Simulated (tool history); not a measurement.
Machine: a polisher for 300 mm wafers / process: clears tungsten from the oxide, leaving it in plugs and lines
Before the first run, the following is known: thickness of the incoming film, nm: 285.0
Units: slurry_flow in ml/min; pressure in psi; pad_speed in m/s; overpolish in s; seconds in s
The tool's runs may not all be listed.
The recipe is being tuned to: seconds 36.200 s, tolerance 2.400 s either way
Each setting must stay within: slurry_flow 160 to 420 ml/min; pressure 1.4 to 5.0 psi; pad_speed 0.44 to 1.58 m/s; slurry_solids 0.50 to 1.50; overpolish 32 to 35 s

run	hour	slurry_flow	pressure	pad_speed	slurry_solids	overpolish	seconds
1	0.0	270	3.2	1.00	1.00	32	60.713
2	3.7	270	3.2	1.00	1.00	32	58.180
3	10.7	270	3.2	1.00	1.20	32	56.916
4	19.5	315	3.2	1.00	1.20	32	55.489
5	27.4	315	2.9	1.00	1.20	32	63.443
6	33.3	315	2.9	1.24	1.20	32	49.389
7	37.9	315	3.2	1.26	1.20	32	45.334
8	41.3	315	3.4	1.28	1.20	32	40.298
9	42.3	315	3.5	1.28	1.20	32	40.695
10	48.6	315	3.6	1.28	1.20	32	40.992

Of the 4 settings listed for the next run, only one would bring every result within its allowed miss of target. Which one?
A	54.9	390	3.0	1.30	1.40	32	?
B	54.9	335	3.7	1.16	1.30	32	?
C	54.9	340	3.9	1.30	1.20	32	?
D	54.9	345	3.4	1.32	1.15	32	?

move	seconds
A	42.491
B	39.933
C	34.581
D	39.300
A: moves away from the targets compared with the last run
B: gains on the last run, yet a result remains outside its allowed miss
C: every result within its allowed miss
D: gains on the last run, yet a result remains outside its allowed miss
The move that meets every target is C.
